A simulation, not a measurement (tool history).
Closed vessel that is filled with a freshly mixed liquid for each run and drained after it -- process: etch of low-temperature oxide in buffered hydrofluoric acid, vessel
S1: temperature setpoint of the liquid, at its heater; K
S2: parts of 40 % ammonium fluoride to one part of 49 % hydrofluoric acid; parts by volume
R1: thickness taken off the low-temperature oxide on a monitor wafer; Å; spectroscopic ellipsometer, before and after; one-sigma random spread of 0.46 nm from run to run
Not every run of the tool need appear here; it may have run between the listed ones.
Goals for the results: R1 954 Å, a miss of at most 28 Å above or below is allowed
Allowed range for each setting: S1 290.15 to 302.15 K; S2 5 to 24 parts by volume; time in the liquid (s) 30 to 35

Run 1, hour 0: S1 294.15 K, S2 14.5 parts by volume, time in the liquid (s) 35. Result: R1 429.03 Å.
Run 2, hour 6.5: S1 295.15 K, S2 14 parts by volume, time in the liquid (s) 35. Result: R1 468.85 Å.
Run 3, hour 12.7: S1 296.15 K, S2 13.5 parts by volume, time in the liquid (s) 35. Result: R1 514.36 Å.
Run 4, hour 20: S1 297.15 K, S2 13 parts by volume, time in the liquid (s) 35. Result: R1 562.6 Å.
Run 5, hour 24.6: S1 294.65 K, S2 13 parts by volume, time in the liquid (s) 35. Result: R1 487.55 Å.
Run 6, hour 28.6: S1 295.65 K, S2 12.5 parts by volume, time in the liquid (s) 35. Result: R1 540.4 Å.
Run 7, hour 29.7: S1 296.65 K, S2 12 parts by volume, time in the liquid (s) 35. Result: R1 591.31 Å.
Run 8, hour 31: S1 297.15 K, S2 11.5 parts by volume, time in the liquid (s) 35. Result: R1 639.19 Å.
Run 9, hour 36.7: S1 297.65 K, S2 11.5 parts by volume, time in the liquid (s) 35. Result: R1 655.39 Å.
Run 10, hour 38.8: S1 298.15 K, S2 11.5 parts by volume, time in the liquid (s) 35. Result: R1 675.91 Å.
Run 11, hour 41.5: S1 298.65 K, S2 11.5 parts by volume, time in the liquid (s) 35. Result: R1 685.74 Å.
Run 12, hour 43.4: S1 302.15 K, S2 8.5 parts by volume, time in the liquid (s) 35. Result: R1 1088 Å.
Run 13, hour 49.3: S1 301.65 K, S2 8.5 parts by volume, time in the liquid (s) 35. Result: R1 1050.5 Å.
Run 14, hour 50.8: S1 300.65 K, S2 8.5 parts by volume, time in the liquid (s) 35. Result: R1 997.72 Å.

Of the 5 settings listed for the next run, only one would bring every result within its allowed miss of target. Which one?
Run A, hour 52.3: S1 302.15 K, S2 8 parts by volume, time in the liquid (s) 30. Result: R1 ?.
Run B, hour 52.3: S1 300.15 K, S2 7 parts by volume, time in the liquid (s) 30. Result: R1 ?.
Run C, hour 52.3: S1 301.15 K, S2 8.5 parts by volume, time in the liquid (s) 35. Result: R1 ?.
Run D, hour 52.3: S1 301.65 K, S2 7.5 parts by volume, time in the liquid (s) 30. Result: R1 ?.
Run E, hour 52.3: S1 300.15 K, S2 7.5 parts by volume, time in the liquid (s) 30. Result: R1 ?.

move      R1
   A  994.79
   B  1031.7
   C    1030
   D  1038.4
   E  957.69
A: gains on the last run, yet a result remains outside its allowed miss
B: lands further from the targets than the last run did
C: lands further from the targets than the last run did
D: lands further from the targets than the last run did
E: in spec on every target
E is the move that brings every result within its allowed miss.

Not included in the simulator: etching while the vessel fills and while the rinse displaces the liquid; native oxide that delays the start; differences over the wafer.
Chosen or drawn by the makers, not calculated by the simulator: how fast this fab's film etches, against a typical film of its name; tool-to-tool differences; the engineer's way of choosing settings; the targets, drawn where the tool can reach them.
